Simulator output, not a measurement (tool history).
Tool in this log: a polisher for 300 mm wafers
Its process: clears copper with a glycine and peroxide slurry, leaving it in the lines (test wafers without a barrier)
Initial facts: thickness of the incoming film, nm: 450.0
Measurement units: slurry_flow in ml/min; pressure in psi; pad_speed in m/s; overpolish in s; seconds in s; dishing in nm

run,hour,slurry_flow,pressure,pad_speed,overpolish,seconds,dishing
1,0.0,215,2.2,1.04,25,113.10,22.599
2,4.8,200,2.0,1.08,22,115.93,21.448
3,8.5,200,2.5,1.08,22,104.35,22.595
4,15.1,200,2.5,1.08,32,100.58,23.852
5,18.7,200,2.5,0.90,32,114.44,22.233
6,26.6,200,2.5,0.90,36,115.88,22.671
7,27.6,190,2.5,0.82,31,117.86,22.716

Expected results for the next run?
8,29.4,250,1.9,1.08,19,?,?

Run 8 gave seconds 120.79 s, dishing 20.922 nm.

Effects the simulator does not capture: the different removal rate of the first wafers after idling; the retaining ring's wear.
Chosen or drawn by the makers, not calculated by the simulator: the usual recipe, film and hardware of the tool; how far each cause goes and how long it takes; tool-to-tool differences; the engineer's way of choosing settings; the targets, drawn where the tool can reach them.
